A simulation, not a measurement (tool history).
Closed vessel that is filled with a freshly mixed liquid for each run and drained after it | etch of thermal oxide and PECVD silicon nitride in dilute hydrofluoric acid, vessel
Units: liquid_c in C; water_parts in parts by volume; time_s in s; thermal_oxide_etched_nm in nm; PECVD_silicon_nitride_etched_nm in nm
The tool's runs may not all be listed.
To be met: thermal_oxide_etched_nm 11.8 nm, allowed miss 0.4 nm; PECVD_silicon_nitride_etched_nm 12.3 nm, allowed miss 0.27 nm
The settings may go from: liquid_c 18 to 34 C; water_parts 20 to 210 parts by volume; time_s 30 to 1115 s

run	hour	liquid_c	water_parts	time_s	thermal_oxide_etched_nm	PECVD_silicon_nitride_etched_nm
1	0	26	115	570	20.615	20.607
2	8	29	115	570	23.111	24.527
3	8.7	27.5	115	570	21.962	22.338
4	11.1	27.5	115	695	26.594	27.139
5	16.8	26.5	135	710	21.75	22.398
# hour 22.6: hydrofluoric acid flow meter replaced
6	22.6	25.5	150	725	20.516	20.698
7	23.2	25	165	715	18.022	18.098
8	30.8	25	175	700	16.467	16.918
9	32.1	24.5	185	690	14.916	15.021
10	33.5	25	210	680	12.677	13.639
11	39.5	24.5	210	675	12.335	13.064
12	44.6	24.5	210	670	12.235	13.037

4 next moves are on the table. One of them brings every result within its allowed miss. Which?
A	49.7	25.5	175	535	?	?
B	49.7	25	195	575	?	?
C	49.7	29	210	535	?	?
D	49.7	28	190	490	?	?

move	thermal_oxide_etched_nm	PECVD_silicon_nitride_etched_nm
A	12.553	13.123
B	11.623	12.272
C	11.385	13.551
D	11.394	12.927
A: further off than the last run
B: meets every target
C: further off than the last run
D: nearer than the last run, and not there yet
The right move is B.

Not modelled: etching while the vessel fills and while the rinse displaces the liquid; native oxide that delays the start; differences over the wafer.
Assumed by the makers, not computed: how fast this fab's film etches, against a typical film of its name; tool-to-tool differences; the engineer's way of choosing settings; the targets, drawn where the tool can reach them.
